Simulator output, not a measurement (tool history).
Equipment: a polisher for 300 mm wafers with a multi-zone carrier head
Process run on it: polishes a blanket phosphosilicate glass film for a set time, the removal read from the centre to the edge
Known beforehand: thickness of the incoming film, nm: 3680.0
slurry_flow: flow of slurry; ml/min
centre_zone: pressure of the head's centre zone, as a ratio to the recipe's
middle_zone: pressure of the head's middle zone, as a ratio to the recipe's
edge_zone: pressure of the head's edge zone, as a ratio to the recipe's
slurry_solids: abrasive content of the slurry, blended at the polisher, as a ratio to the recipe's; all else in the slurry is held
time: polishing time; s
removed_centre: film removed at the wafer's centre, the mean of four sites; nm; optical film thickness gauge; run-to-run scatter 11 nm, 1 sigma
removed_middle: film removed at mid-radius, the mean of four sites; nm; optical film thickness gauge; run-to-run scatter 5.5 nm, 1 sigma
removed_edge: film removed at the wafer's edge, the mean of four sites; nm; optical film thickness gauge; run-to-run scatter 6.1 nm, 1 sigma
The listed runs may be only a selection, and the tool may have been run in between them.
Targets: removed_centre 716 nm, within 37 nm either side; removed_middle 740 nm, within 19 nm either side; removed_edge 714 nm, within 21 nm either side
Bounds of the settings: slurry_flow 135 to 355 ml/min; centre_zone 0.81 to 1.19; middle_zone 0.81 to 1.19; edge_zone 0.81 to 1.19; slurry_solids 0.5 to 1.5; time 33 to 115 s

run 1 hour=0 | slurry_flow=225 centre_zone=1 middle_zone=1 edge_zone=1 slurry_solids=1 time=73 | removed_centre=640.08 removed_middle=636.14 removed_edge=659.47
run 2 hour=3.7 | slurry_flow=225 centre_zone=1 middle_zone=0.96 edge_zone=1 slurry_solids=1 time=73 | removed_centre=632.69 removed_middle=619.02 removed_edge=661.98
run 3 hour=6.5 | slurry_flow=225 centre_zone=1 middle_zone=0.96 edge_zone=1 slurry_solids=1 time=88 | removed_centre=749.08 removed_middle=740.94 removed_edge=786.1
run 4 hour=8 | slurry_flow=225 centre_zone=1 middle_zone=0.96 edge_zone=0.96 slurry_solids=1 time=88 | removed_centre=762.24 removed_middle=739.43 removed_edge=772.15
run 5 hour=16.5 | slurry_flow=195 centre_zone=1 middle_zone=0.96 edge_zone=0.96 slurry_solids=1 time=88 | removed_centre=735.79 removed_middle=729.6 removed_edge=759.77
run 6 hour=18.8 | slurry_flow=190 centre_zone=1 middle_zone=0.97 edge_zone=0.95 slurry_solids=1 time=88 | removed_centre=750.79 removed_middle=720.07 removed_edge=767.67
run 7 hour=26.5 | slurry_flow=255 centre_zone=0.96 middle_zone=1.05 edge_zone=0.85 slurry_solids=0.8 time=88 | removed_centre=663.76 removed_middle=729.54 removed_edge=662.61
run 8 hour=27.9 | slurry_flow=260 centre_zone=0.97 middle_zone=1.05 edge_zone=0.87 slurry_solids=0.8 time=88 | removed_centre=667.21 removed_middle=732.27 removed_edge=674.32
run 9 hour=31.2 | slurry_flow=265 centre_zone=0.98 middle_zone=1.05 edge_zone=0.88 slurry_solids=0.8 time=88 | removed_centre=683.44 removed_middle=729.45 removed_edge=681.52
run 10 hour=32.4 | slurry_flow=265 centre_zone=0.98 middle_zone=1.05 edge_zone=0.88 slurry_solids=0.8 time=88 | removed_centre=685.13 removed_middle=723.78 removed_edge=688.61
run 11 hour=34.9 | slurry_flow=270 centre_zone=0.98 middle_zone=1.05 edge_zone=0.88 slurry_solids=0.8 time=88 | removed_centre=680.43 removed_middle=727.91 removed_edge=666.3
run 12 hour=43.8 | slurry_flow=265 centre_zone=0.99 middle_zone=1.05 edge_zone=0.89 slurry_solids=0.8 time=88 | removed_centre=701.76 removed_middle=719.93 removed_edge=681.6
run 13 hour=48.3 | slurry_flow=265 centre_zone=0.99 middle_zone=1.05 edge_zone=0.9 slurry_solids=0.8 time=88 | removed_centre=692.63 removed_middle=728.88 removed_edge=683.39
run 14 hour=49.4 | slurry_flow=265 centre_zone=0.99 middle_zone=1.05 edge_zone=0.91 slurry_solids=0.8 time=88 | removed_centre=672.5 removed_middle=732.66 removed_edge=681.41
run 15 hour=56.7 | slurry_flow=290 centre_zone=1.04 middle_zone=1.02 edge_zone=0.96 slurry_solids=0.85 time=88 | removed_centre=761.59 removed_middle=735.77 removed_edge=735.04

Next run, 5 choices. One meets every target within its allowed miss, the rest don't. Which?
run A hour=64 | slurry_flow=290 centre_zone=1.04 middle_zone=1.09 edge_zone=1.03 slurry_solids=0.9 time=81 | removed_centre=? removed_middle=? removed_edge=?
run B hour=64 | slurry_flow=265 centre_zone=0.91 middle_zone=0.95 edge_zone=1.02 slurry_solids=0.9 time=91 | removed_centre=? removed_middle=? removed_edge=?
run C hour=64 | slurry_flow=275 centre_zone=1.15 middle_zone=1.06 edge_zone=0.9 slurry_solids=0.7 time=95 | removed_centre=? removed_middle=? removed_edge=?
run D hour=64 | slurry_flow=275 centre_zone=1.12 middle_zone=0.94 edge_zone=0.96 slurry_solids=0.95 time=86 | removed_centre=? removed_middle=? removed_edge=?
run E hour=64 | slurry_flow=295 centre_zone=1.08 middle_zone=1.05 edge_zone=0.9 slurry_solids=0.9 time=81 | removed_centre=? removed_middle=? removed_edge=?

move=A removed_centre=718 removed_middle=743.37 removed_edge=717.48
move=B removed_centre=697.41 removed_middle=737.31 removed_edge=798.16
move=C removed_centre=819.49 removed_middle=749.01 removed_edge=694.08
move=D removed_centre=836.15 removed_middle=709.82 removed_edge=752.25
move=E removed_centre=746.95 removed_middle=721.2 removed_edge=672.46
A: each result inside its tolerance
B: puts the biggest miss on target and leaves a different result outside tolerance
C: misses by more than the last run did
D: misses by more than the last run did
E: puts the biggest miss on target and leaves a different result outside tolerance
The right move is A.
